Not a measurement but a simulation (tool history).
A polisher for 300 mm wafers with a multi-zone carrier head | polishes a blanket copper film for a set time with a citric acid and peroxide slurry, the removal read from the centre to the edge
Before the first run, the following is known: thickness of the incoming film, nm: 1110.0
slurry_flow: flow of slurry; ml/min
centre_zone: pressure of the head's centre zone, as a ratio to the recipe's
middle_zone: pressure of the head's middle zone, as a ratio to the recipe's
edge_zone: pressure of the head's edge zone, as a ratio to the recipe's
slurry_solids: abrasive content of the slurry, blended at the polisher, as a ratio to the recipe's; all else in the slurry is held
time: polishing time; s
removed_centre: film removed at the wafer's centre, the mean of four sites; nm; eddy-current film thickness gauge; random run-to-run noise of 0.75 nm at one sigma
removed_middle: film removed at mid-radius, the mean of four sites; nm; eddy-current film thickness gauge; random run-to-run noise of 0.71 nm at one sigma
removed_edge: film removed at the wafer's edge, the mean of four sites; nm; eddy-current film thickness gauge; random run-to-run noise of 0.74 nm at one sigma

run 1 hour=0.0 | slurry_flow=145 centre_zone=1.00 middle_zone=1.00 edge_zone=1.00 slurry_solids=1.00 time=41 | removed_centre=136.120 removed_middle=138.350 removed_edge=142.090
run 2 hour=6.0 | slurry_flow=145 centre_zone=1.00 middle_zone=1.00 edge_zone=1.00 slurry_solids=1.00 time=37 | removed_centre=124.690 removed_middle=126.020 removed_edge=126.040
run 3 hour=9.9 | slurry_flow=175 centre_zone=1.00 middle_zone=1.00 edge_zone=1.00 slurry_solids=1.00 time=37 | removed_centre=129.930 removed_middle=128.870 removed_edge=128.730
run 4 hour=12.9 | slurry_flow=175 centre_zone=1.00 middle_zone=1.00 edge_zone=1.00 slurry_solids=1.10 time=37 | removed_centre=128.930 removed_middle=131.430 removed_edge=130.140
run 5 hour=18.0 | slurry_flow=165 centre_zone=0.95 middle_zone=0.96 edge_zone=0.97 slurry_solids=0.95 time=31 | removed_centre=102.840 removed_middle=102.980 removed_edge=103.880
run 6 hour=23.8 | slurry_flow=155 centre_zone=0.91 middle_zone=0.93 edge_zone=0.94 slurry_solids=0.80 time=29 | removed_centre=86.968 removed_middle=88.384 removed_edge=93.240
run 7 hour=32.0 | slurry_flow=160 centre_zone=0.90 middle_zone=0.92 edge_zone=0.91 slurry_solids=0.70 time=27 | removed_centre=80.449 removed_middle=81.579 removed_edge=82.650
run 8 hour=37.8 | slurry_flow=150 centre_zone=0.88 middle_zone=0.90 edge_zone=0.89 slurry_solids=0.65 time=27 | removed_centre=74.872 removed_middle=78.029 removed_edge=79.980
run 9 hour=43.0 | slurry_flow=140 centre_zone=0.88 middle_zone=0.88 edge_zone=0.87 slurry_solids=0.60 time=27 | removed_centre=73.266 removed_middle=74.101 removed_edge=78.099
run 10 hour=44.5 | slurry_flow=135 centre_zone=0.88 middle_zone=0.87 edge_zone=0.85 slurry_solids=0.55 time=27 | removed_centre=72.191 removed_middle=72.743 removed_edge=76.005

Predict the results of run 11:
run 11 hour=52.2 | slurry_flow=130 centre_zone=0.88 middle_zone=0.86 edge_zone=0.84 slurry_solids=0.55 time=27 | removed_centre=? removed_middle=? removed_edge=?

{"run 11": {"removed_centre": 72.666, "removed_middle": 69.403, "removed_edge": 74.198}}
